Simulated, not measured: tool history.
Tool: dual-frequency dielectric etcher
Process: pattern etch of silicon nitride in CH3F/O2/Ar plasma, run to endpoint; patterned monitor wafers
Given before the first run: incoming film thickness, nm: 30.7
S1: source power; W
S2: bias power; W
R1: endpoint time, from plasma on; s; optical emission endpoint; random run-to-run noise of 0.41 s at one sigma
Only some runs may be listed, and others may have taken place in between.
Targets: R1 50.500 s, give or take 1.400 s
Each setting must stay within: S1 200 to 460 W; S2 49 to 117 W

run 1 hour=0.0 | S1=330 S2=83 | R1=44.832
run 2 hour=3.6 | S1=330 S2=91 | R1=42.470
run 3 hour=8.0 | S1=280 S2=91 | R1=45.896
run 4 hour=16.3 | S1=280 S2=98 | R1=43.642
run 5 hour=18.9 | S1=270 S2=96 | R1=45.149
run 6 hour=24.6 | S1=270 S2=105 | R1=43.187
run 7 hour=32.9 | S1=260 S2=102 | R1=44.108
run 8 hour=36.7 | S1=250 S2=100 | R1=46.200

Exercise: of the 5 proposed moves below, exactly one satisfies all targets within the stated allowed misses. Which move is it?
run A hour=40.5 | S1=210 S2=97 | R1=?
run B hour=40.5 | S1=200 S2=95 | R1=?
run C hour=40.5 | S1=200 S2=93 | R1=?
run D hour=40.5 | S1=260 S2=74 | R1=?
run E hour=40.5 | S1=200 S2=89 | R1=?

move=A R1=50.991
move=B R1=52.961
move=C R1=53.615
move=D R1=53.584
move=E R1=55.004
A: in spec on every target
B: takes the result that was furthest off past its target
C: takes the result that was furthest off past its target
D: takes the result that was furthest off past its target
E: takes the result that was furthest off past its target
The right move is A.
